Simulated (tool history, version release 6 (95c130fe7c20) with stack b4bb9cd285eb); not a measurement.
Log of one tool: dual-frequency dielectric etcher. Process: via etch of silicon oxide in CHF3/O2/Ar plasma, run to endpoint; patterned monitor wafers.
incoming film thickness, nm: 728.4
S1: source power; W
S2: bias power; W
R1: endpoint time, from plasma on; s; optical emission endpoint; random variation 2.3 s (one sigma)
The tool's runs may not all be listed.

run,hour,S1,S2,R1
1,0,750,199,317.68
2,6.2,790,205,310.19
3,12.5,790,239,284.17
4,14.3,810,241,278.85
5,19,730,241,287.37
6,27.4,730,206,313.06
7,31.8,760,214,300.55
8,40.8,780,220,295

Predict the results of run 9:
9,49.6,800,223,?

R1: 290.61 s
